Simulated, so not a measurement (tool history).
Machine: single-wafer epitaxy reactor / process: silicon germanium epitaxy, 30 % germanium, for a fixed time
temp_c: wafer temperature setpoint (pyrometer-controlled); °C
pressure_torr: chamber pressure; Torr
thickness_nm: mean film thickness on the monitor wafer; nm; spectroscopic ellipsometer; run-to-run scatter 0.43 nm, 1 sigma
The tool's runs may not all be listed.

run,hour,temp_c,pressure_torr,thickness_nm
1,0,600,16.1,52.58
2,3.8,603,16.2,56.105
3,12.2,605,16.2,57.853
4,19.1,607,16.2,61.383
5,24.2,608,16.2,62.419
6,32.6,609,16.2,64.021
7,34.1,610,16.2,64.073
# hour 42.8: capacitance manometer re-zeroed and calibrated
8,42.8,611,16.2,65.711
9,44.8,612,16.2,66.688
10,46.9,613,16.2,68.015

For run 11, what comes out?
11,49.8,614,16.2,?

{"run 11": {"thickness_nm": 70.133}}

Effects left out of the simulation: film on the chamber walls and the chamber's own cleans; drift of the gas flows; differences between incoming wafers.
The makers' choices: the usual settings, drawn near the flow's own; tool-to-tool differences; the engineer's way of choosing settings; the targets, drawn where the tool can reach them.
